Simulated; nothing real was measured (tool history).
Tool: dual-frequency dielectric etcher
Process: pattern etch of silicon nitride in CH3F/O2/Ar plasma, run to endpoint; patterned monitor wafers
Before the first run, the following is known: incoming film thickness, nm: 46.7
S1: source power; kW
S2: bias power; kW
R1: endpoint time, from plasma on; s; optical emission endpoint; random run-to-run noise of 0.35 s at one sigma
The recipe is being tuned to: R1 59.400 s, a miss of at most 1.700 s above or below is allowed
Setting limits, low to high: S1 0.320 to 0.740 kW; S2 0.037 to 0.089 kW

run,day,S1,S2,R1
1,0.000,0.530,0.063,67.714
2,0.275,0.610,0.063,64.320
3,0.325,0.630,0.064,64.440
4,0.575,0.630,0.055,68.175
5,0.633,0.690,0.055,66.783
6,0.938,0.700,0.059,64.880
7,1.096,0.710,0.062,62.721
8,1.329,0.720,0.064,61.882
9,1.567,0.730,0.065,61.798

Which single option among these 4 for the next run brings every result within its allowed miss of target? Just one does.
A,1.804,0.740,0.071,?
B,1.804,0.670,0.064,?
C,1.804,0.720,0.059,?
D,1.804,0.610,0.070,?

move,R1
A,59.588
B,63.564
C,64.303
D,62.904
A: meets every target
B: moves away from the targets compared with the last run
C: moves away from the targets compared with the last run
D: moves away from the targets compared with the last run
Move A is the one to make.
